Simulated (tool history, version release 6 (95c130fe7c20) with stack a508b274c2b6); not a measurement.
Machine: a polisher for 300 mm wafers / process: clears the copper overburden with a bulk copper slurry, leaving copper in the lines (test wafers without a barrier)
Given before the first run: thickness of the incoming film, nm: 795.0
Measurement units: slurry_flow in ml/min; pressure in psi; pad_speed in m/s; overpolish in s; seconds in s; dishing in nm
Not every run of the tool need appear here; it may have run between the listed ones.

run	day	slurry_flow	pressure	pad_speed	slurry_solids	overpolish	seconds	dishing
1	0	140	1.9	0.82	1	24	206.4	20.374
2	0.238	140	1.7	0.82	1	24	231.05	20.073
3	0.3	140	1.3	0.82	1	24	291.66	19.301
4	0.454	140	1.2	0.76	1.05	18	327.99	17.156
5	0.642	140	1.2	0.76	1.05	10	317.77	13.578
6	0.829	120	1.2	0.76	1.05	10	322.42	13.661
7	1.054	110	1.1	0.7	1.2	9	369.52	11.786
8	1.3	90	0.9	0.66	1.45	7	458.68	8.6339
9	1.638	100	0.9	0.66	1.45	7	446.9	8.5727
10	1.946	100	0.9	0.66	1.45	7	448.23	8.6427
11	2.075	105	1.1	0.62	1.45	18	407.95	15.86
12	2.379	100	1	0.64	1.45	15	425.01	14.093
13	2.704	100	1	0.66	1.45	13	413.8	13.683
# day 2.858: worn pad replaced by a new one
14	2.858	120	1	0.62	1.4	12	390.89	13.281
15	3.183	110	1	0.68	1.4	12	370.96	13.914

Run 16 is up next; what results do you expect?
16	3.321	105	1	0.66	1.4	11	?	?

{"run 16": {"seconds": 376.81, "dishing": 12.946}}

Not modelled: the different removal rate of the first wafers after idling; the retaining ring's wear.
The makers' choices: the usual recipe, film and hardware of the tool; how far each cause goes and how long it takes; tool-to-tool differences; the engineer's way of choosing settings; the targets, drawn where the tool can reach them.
